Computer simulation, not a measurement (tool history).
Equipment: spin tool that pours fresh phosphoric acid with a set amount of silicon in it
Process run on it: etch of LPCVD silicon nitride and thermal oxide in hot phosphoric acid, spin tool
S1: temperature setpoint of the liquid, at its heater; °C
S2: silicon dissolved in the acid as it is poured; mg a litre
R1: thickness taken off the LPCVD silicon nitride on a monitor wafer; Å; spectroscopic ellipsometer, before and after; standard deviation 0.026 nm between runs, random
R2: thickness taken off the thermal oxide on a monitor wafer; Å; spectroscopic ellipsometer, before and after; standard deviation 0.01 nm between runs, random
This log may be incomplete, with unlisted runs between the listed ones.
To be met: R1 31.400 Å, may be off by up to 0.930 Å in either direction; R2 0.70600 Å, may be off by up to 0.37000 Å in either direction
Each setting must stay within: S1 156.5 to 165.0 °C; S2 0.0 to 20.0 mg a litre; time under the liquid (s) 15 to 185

Run 1, day 0.000: S1 160.0 °C, S2 9.0 mg a litre, time under the liquid (s) 95. Result: R1 81.414 Å, R2 1.89770 Å.
Run 2, day 0.092: S1 161.5 °C, S2 9.0 mg a litre, time under the liquid (s) 95. Result: R1 85.650 Å, R2 2.19650 Å.
Run 3, day 0.388: S1 160.5 °C, S2 8.5 mg a litre, time under the liquid (s) 80. Result: R1 71.665 Å, R2 2.07800 Å.
Run 4, day 0.621: S1 160.5 °C, S2 8.5 mg a litre, time under the liquid (s) 50. Result: R1 43.443 Å, R2 1.23730 Å.
Run 5, day 0.696: S1 162.5 °C, S2 8.5 mg a litre, time under the liquid (s) 50. Result: R1 47.031 Å, R2 2.05550 Å.
Run 6, day 0.979: S1 162.0 °C, S2 9.0 mg a litre, time under the liquid (s) 45. Result: R1 41.317 Å, R2 1.43810 Å.
Run 7, day 1.238: S1 162.0 °C, S2 10.5 mg a litre, time under the liquid (s) 45. Result: R1 41.119 Å, R2 1.24090 Å.
Run 8, day 1.333: S1 162.0 °C, S2 11.5 mg a litre, time under the liquid (s) 40. Result: R1 36.970 Å, R2 0.97075 Å.
At day 1.362: thermometer replaced.
Run 9, day 1.362: S1 162.0 °C, S2 12.0 mg a litre, time under the liquid (s) 40. Result: R1 34.578 Å, R2 1.22610 Å.
Run 10, day 1.692: S1 161.5 °C, S2 12.0 mg a litre, time under the liquid (s) 40. Result: R1 34.222 Å, R2 0.92756 Å.
Run 11, day 1.804: S1 161.0 °C, S2 12.5 mg a litre, time under the liquid (s) 40. Result: R1 33.570 Å, R2 1.07960 Å.
Run 12, day 1.838: S1 160.5 °C, S2 12.5 mg a litre, time under the liquid (s) 40. Result: R1 33.245 Å, R2 0.82395 Å.
Run 13, day 1.950: S1 160.0 °C, S2 13.0 mg a litre, time under the liquid (s) 40. Result: R1 32.698 Å, R2 0.77270 Å.

Below are 4 possible settings for the next run. Only one of them brings all results inside the allowed miss of their targets. Which is it?
Run A, day 2.062: S1 165.0 °C, S2 1.0 mg a litre, time under the liquid (s) 35. Result: R1 ?, R2 ?.
Run B, day 2.062: S1 156.5 °C, S2 20.0 mg a litre, time under the liquid (s) 50. Result: R1 ?, R2 ?.
Run C, day 2.062: S1 159.0 °C, S2 15.5 mg a litre, time under the liquid (s) 40. Result: R1 ?, R2 ?.
Run D, day 2.062: S1 157.5 °C, S2 20.0 mg a litre, time under the liquid (s) 45. Result: R1 ?, R2 ?.

move      R1       R2
   A  33.545  1.44060
   B  36.055  0.71204
   C  31.398  0.77521
   D  33.574  0.69085
A: the biggest miss grows against the last run
B: the biggest miss grows against the last run
C: each result inside its tolerance
D: the biggest miss grows against the last run
Go with C: it meets all targets.
